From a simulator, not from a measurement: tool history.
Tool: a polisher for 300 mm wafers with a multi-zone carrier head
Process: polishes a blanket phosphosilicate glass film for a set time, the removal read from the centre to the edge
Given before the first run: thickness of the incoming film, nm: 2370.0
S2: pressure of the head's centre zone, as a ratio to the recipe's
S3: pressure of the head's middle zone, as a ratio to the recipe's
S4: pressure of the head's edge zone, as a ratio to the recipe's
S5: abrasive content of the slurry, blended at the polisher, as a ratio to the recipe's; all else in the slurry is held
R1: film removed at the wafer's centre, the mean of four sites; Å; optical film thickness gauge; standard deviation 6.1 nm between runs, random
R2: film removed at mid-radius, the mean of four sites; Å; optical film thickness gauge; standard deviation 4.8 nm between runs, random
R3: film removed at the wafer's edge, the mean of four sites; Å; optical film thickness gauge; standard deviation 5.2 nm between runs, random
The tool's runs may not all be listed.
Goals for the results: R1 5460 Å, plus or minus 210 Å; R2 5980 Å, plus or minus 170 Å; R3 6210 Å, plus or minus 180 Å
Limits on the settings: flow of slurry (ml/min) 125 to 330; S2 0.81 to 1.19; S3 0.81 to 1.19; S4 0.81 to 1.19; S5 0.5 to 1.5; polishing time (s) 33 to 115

run 1 hour=0 | flow_of_slurry_(ml/min)=210 S2=1 S3=1 S4=1 S5=1 polishing_time_(s)=73 | R1=4291.5 R2=4249.9 R3=4090.8
run 2 hour=0.7 | flow_of_slurry_(ml/min)=215 S2=0.98 S3=1 S4=1.04 S5=1.1 polishing_time_(s)=74 | R1=4402.8 R2=4476.2 R3=4345.2
run 3 hour=6.3 | flow_of_slurry_(ml/min)=210 S2=0.96 S3=0.99 S4=1.06 S5=1.2 polishing_time_(s)=77 | R1=4533.5 R2=4732.6 R3=4702.6
run 4 hour=8.1 | flow_of_slurry_(ml/min)=210 S2=0.96 S3=0.99 S4=1.08 S5=1.25 polishing_time_(s)=79 | R1=4901.1 R2=4889.5 R3=4960.8
run 5 hour=12.3 | flow_of_slurry_(ml/min)=210 S2=1 S3=0.99 S4=1.08 S5=1.25 polishing_time_(s)=79 | R1=4860 R2=4958.2 R3=4966.6
-- hour=15.8 edge zone pressure recalibrated
run 6 hour=15.8 | flow_of_slurry_(ml/min)=215 S2=0.99 S3=1 S4=1.1 S5=1.3 polishing_time_(s)=80 | R1=5068.6 R2=4982 R3=5326
run 7 hour=16.4 | flow_of_slurry_(ml/min)=225 S2=0.98 S3=1.04 S4=1.1 S5=1.35 polishing_time_(s)=80 | R1=5057.9 R2=5263.4 R3=5395.4
run 8 hour=23.9 | flow_of_slurry_(ml/min)=235 S2=0.99 S3=1.06 S4=1.11 S5=1.4 polishing_time_(s)=80 | R1=5270.7 R2=5427.1 R3=5593.4

Of the 4 settings listed for the next run, only one would bring every result within its allowed miss of target. Which one?
run A hour=31.4 | flow_of_slurry_(ml/min)=250 S2=0.95 S3=0.99 S4=1.19 S5=1.5 polishing_time_(s)=84 | R1=? R2=? R3=?
run B hour=31.4 | flow_of_slurry_(ml/min)=230 S2=0.94 S3=1.04 S4=1.16 S5=1.4 polishing_time_(s)=88 | R1=? R2=? R3=?
run C hour=31.4 | flow_of_slurry_(ml/min)=245 S2=0.88 S3=1.07 S4=1.19 S5=1.45 polishing_time_(s)=85 | R1=? R2=? R3=?
run D hour=31.4 | flow_of_slurry_(ml/min)=245 S2=0.98 S3=1.09 S4=1.06 S5=1.5 polishing_time_(s)=89 | R1=? R2=? R3=?

move=A R1=5399.7 R2=5596.3 R3=6232.2
move=B R1=5426.1 R2=5930.7 R3=6273.2
move=C R1=4997.6 R2=5976.6 R3=6225.9
move=D R1=5892.4 R2=6419.6 R3=6257.7
A: brings the result that was furthest off to its target, and leaves another outside
B: in spec on every target
C: brings the result that was furthest off to its target, and leaves another outside
D: brings the result that was furthest off to its target, and leaves another outside
Move B is the one to make.

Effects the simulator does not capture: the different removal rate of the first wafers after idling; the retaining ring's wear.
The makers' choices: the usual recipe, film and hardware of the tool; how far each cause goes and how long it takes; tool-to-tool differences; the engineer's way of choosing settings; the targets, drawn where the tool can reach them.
